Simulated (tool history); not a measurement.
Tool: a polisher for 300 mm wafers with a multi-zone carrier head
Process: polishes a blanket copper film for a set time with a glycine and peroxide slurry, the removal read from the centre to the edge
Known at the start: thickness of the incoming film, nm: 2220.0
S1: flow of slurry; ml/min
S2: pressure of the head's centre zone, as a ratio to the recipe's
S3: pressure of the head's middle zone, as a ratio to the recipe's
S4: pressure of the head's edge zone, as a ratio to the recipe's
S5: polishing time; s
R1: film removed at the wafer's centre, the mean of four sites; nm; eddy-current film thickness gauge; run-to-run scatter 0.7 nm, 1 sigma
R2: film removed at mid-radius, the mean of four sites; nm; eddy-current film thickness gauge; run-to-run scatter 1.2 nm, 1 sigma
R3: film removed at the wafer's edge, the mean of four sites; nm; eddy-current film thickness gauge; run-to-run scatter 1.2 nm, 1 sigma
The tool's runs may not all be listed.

| run | hour | S1 | S2 | S3 | S4 | S5 | R1 | R2 | R3 |
|---|---|---|---|---|---|---|---|---|---|
| 1 | 0 | 255 | 1 | 1 | 1 | 41 | 134.69 | 138.11 | 139.24 |
| 2 | 2.9 | 215 | 1 | 1 | 1 | 41 | 130.53 | 131.24 | 141.17 |
| 3 | 6.3 | 215 | 1 | 0.92 | 1 | 41 | 131.79 | 123.39 | 137.68 |
| 4 | 14.8 | 205 | 0.97 | 0.89 | 0.98 | 39 | 120.36 | 116.01 | 129.84 |
| 5 | 22.6 | 255 | 0.97 | 0.89 | 0.98 | 39 | 124.29 | 117.62 | 133.74 |
| 6 | 29.6 | 245 | 0.95 | 0.87 | 0.97 | 37 | 115.78 | 110.68 | 128.22 |
| 7 | 33.4 | 230 | 0.94 | 0.86 | 0.96 | 36 | 110.5 | 105.47 | 120.83 |

For run 8, what comes out?
| 8 | 42 | 180 | 0.88 | 0.81 | 0.97 | 34 | ? | ? | ? |

Run 8 measured R1 93.027 nm, R2 89.916 nm, R3 113.21 nm.
